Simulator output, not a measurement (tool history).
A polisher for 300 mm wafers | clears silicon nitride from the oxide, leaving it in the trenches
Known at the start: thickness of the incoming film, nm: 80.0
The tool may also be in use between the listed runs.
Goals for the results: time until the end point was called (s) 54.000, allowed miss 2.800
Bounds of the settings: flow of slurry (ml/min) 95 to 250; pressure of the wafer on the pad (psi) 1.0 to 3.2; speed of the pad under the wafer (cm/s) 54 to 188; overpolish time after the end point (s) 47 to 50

run	day	flow of slurry (ml/min)	pressure of the wafer on the pad (psi)	speed of the pad under the wafer (cm/s)	overpolish time after the end point (s)	time until the end point was called (s)
1	0.000	160	2.1	120	47	88.546
2	0.183	160	2.4	122	47	78.269
3	0.475	160	2.7	124	47	68.956
4	0.779	125	2.7	124	47	75.724
# day 1.033: slurry nozzle cleaned
5	1.033	150	2.8	124	47	61.932
6	1.404	150	2.4	124	47	72.326
7	1.638	155	2.6	126	47	64.900
8	1.862	165	2.6	126	47	63.482
9	2.029	165	2.6	126	47	65.142

Next run, 5 choices. One meets every target within its allowed miss, the rest don't. Which?
A	2.196	140	2.1	114	50	?
B	2.196	185	2.9	150	47	?
C	2.196	175	2.0	132	47	?
D	2.196	165	2.4	106	47	?
E	2.196	200	2.7	138	50	?

move	time until the end point was called (s)
A	86.044
B	46.925
C	75.014
D	79.532
E	53.756
A: moves away from the targets compared with the last run
B: pushes the last run's worst result past its target
C: moves away from the targets compared with the last run
D: moves away from the targets compared with the last run
E: meets every target
Answer: E

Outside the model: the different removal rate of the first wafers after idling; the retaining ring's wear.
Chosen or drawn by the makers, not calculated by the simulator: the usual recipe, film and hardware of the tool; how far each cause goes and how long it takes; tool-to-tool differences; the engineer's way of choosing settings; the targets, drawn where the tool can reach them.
